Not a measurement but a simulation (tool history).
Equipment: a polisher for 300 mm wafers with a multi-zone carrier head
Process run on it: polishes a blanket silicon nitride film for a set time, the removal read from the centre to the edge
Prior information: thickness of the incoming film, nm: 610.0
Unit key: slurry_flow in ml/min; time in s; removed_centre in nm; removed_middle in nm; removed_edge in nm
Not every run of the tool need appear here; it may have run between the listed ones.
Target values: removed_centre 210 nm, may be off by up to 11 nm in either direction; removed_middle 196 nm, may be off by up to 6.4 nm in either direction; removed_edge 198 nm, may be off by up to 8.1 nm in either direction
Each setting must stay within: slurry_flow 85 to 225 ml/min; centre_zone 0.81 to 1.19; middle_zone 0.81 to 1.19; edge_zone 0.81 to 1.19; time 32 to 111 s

run 1 hour=0 | slurry_flow=145 centre_zone=1 middle_zone=1 edge_zone=1 time=71 | removed_centre=132.62 removed_middle=145.34 removed_edge=142.18
run 2 hour=5.8 | slurry_flow=160 centre_zone=1.05 middle_zone=1.01 edge_zone=1.04 time=77 | removed_centre=150.87 removed_middle=162.08 removed_edge=160.32
run 3 hour=8.9 | slurry_flow=170 centre_zone=1.1 middle_zone=1 edge_zone=1.04 time=81 | removed_centre=172.92 removed_middle=170.61 removed_edge=172.22
run 4 hour=13.6 | slurry_flow=170 centre_zone=1.1 middle_zone=1 edge_zone=1.04 time=72 | removed_centre=151.35 removed_middle=155.16 removed_edge=151.48
run 5 hour=15.6 | slurry_flow=170 centre_zone=1.1 middle_zone=1 edge_zone=1.04 time=85 | removed_centre=173.72 removed_middle=180.32 removed_edge=180.31
run 6 hour=17 | slurry_flow=185 centre_zone=1.13 middle_zone=0.99 edge_zone=1.03 time=87 | removed_centre=192.16 removed_middle=187.87 removed_edge=187.16
run 7 hour=22.7 | slurry_flow=195 centre_zone=1.14 middle_zone=0.99 edge_zone=1.04 time=87 | removed_centre=196.54 removed_middle=191.66 removed_edge=185.11
run 8 hour=26.7 | slurry_flow=195 centre_zone=1.15 middle_zone=0.99 edge_zone=1.06 time=88 | removed_centre=194.21 removed_middle=191.68 removed_edge=188.91

Consider the 4 candidate settings below. Which is the only one whose results all fall within their allowed miss of target?
run A hour=30.7 | slurry_flow=200 centre_zone=1.13 middle_zone=1.09 edge_zone=1.02 time=82 | removed_centre=? removed_middle=? removed_edge=?
run B hour=30.7 | slurry_flow=190 centre_zone=1.14 middle_zone=0.96 edge_zone=1.01 time=93 | removed_centre=? removed_middle=? removed_edge=?
run C hour=30.7 | slurry_flow=195 centre_zone=1.16 middle_zone=0.99 edge_zone=1.05 time=85 | removed_centre=? removed_middle=? removed_edge=?
run D hour=30.7 | slurry_flow=200 centre_zone=1.14 middle_zone=1 edge_zone=1.16 time=85 | removed_centre=? removed_middle=? removed_edge=?

move=A removed_centre=176.72 removed_middle=193.62 removed_edge=177.26
move=B removed_centre=200.26 removed_middle=195.63 removed_edge=199.28
move=C removed_centre=187.19 removed_middle=184.21 removed_edge=186.03
move=D removed_centre=184.72 removed_middle=186.48 removed_edge=195.97
A: further off than the last run
B: every result lands within tolerance
C: further off than the last run
D: further off than the last run
So the answer is move B, the one that meets all the targets.

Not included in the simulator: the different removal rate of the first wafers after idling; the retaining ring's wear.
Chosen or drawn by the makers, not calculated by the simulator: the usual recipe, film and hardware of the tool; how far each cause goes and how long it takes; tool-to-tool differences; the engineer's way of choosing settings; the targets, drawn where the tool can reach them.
